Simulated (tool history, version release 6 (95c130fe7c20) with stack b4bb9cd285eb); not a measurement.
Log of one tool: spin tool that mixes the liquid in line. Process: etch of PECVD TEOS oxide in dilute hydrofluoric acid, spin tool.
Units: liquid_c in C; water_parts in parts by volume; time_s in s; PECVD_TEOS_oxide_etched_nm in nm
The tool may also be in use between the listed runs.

run	hour	liquid_c	water_parts	time_s	PECVD_TEOS_oxide_etched_nm
1	0	20	80	280	28.858
2	8.1	20	80	305	31.465
3	12.2	18	80	305	28.967
4	18.9	18	55	305	43.079
5	27.4	21.5	55	305	50.29
6	31.4	24.5	55	305	56.749
7	38.5	20.5	85	300	29.438
8	40.4	19.5	95	300	25.035

The next listed run, before its measurement:
9	41.2	19	100	300	?

Run 9 gave PECVD_TEOS_oxide_etched_nm 23.259 nm.
